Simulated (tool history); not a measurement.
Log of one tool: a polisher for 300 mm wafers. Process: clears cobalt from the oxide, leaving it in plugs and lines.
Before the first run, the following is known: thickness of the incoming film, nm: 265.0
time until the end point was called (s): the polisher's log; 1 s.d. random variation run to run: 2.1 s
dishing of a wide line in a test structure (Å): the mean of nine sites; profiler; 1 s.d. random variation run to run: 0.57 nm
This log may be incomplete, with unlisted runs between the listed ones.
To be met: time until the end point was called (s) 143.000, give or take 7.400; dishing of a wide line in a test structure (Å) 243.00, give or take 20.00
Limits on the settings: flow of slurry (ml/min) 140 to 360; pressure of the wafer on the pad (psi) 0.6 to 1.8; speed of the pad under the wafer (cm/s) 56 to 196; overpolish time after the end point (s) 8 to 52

run  hour  flow of slurry (ml/min)  pressure of the wafer on the pad (psi)  speed of the pad under the wafer (cm/s)  overpolish time after the end point (s)  time until the end point was called (s)  dishing of a wide line in a test structure (Å)
  1   0.0                      230                                     1.2                                      126                                       26                                   61.628                                          516.03
  2   5.7                      230                                     1.1                                      118                                       23                                   72.072                                          463.06
  3  11.7                      225                                     1.0                                      112                                       20                                   84.331                                          405.01
  4  14.7                      225                                     0.9                                      112                                       20                                   92.252                                          378.31
  5  19.8                      225                                     0.9                                       82                                       20                                  129.470                                          302.62
  6  21.5                      225                                     1.2                                       82                                       20                                   97.374                                          388.11
  7  29.6                      225                                     1.1                                       82                                       18                                  101.190                                          321.72
  8  31.9                      225                                     1.0                                       82                                       17                                  113.710                                          272.28
  9  34.7                      225                                     0.9                                       82                                       18                                  123.600                                          284.89

Which single option among these 5 for the next run brings every result within its allowed miss of target? Just one does.
  A  37.5                      205                                     0.9                                       78                                       33                                        ?                                               ?
  B  37.5                      290                                     0.6                                      106                                       16                                        ?                                               ?
  C  37.5                      230                                     1.1                                       68                                       18                                        ?                                               ?
  D  37.5                      195                                     1.2                                       64                                       20                                        ?                                               ?
  E  37.5                      305                                     0.7                                       88                                       23                                        ?                                               ?

move  time until the end point was called (s)  dishing of a wide line in a test structure (Å)
   A                                  135.830                                          401.36
   B                                  142.570                                          229.58
   C                                  125.640                                          277.76
   D                                  125.170                                          301.32
   E                                  146.790                                          297.74
A: brings the last run's worst result on target, with another outside its allowed miss
B: hits every target within its allowed miss
C: closes in on the targets versus the last run, not all within tolerance yet
D: its largest miss is bigger than the last run's
E: brings the last run's worst result on target, with another outside its allowed miss
B meets every target.
